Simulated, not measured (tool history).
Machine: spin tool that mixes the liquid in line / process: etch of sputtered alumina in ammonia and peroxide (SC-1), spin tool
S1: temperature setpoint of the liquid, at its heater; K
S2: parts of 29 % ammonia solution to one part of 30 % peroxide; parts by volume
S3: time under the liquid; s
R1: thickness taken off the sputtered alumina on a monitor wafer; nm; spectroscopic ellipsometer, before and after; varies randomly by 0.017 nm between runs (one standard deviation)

Run 1, hour 0.0: S1 324.15 K, S2 0.85 parts by volume, S3 100 s. Result: R1 4.6693 nm.
Run 2, hour 1.9: S1 323.65 K, S2 0.85 parts by volume, S3 100 s. Result: R1 4.5304 nm.
Run 3, hour 5.6: S1 323.15 K, S2 0.85 parts by volume, S3 100 s. Result: R1 4.4080 nm.
Run 4, hour 11.2: S1 325.65 K, S2 0.85 parts by volume, S3 100 s. Result: R1 5.0569 nm.
Run 5, hour 15.1: S1 325.65 K, S2 0.70 parts by volume, S3 100 s. Result: R1 4.9781 nm.
Run 6, hour 18.0: S1 318.65 K, S2 0.70 parts by volume, S3 100 s. Result: R1 3.3666 nm.

For run 7, what comes out?
Run 7, hour 26.5: S1 319.15 K, S2 0.70 parts by volume, S3 100 s. Result: R1 ?.

{"run 7": {"R1": 3.4867}}
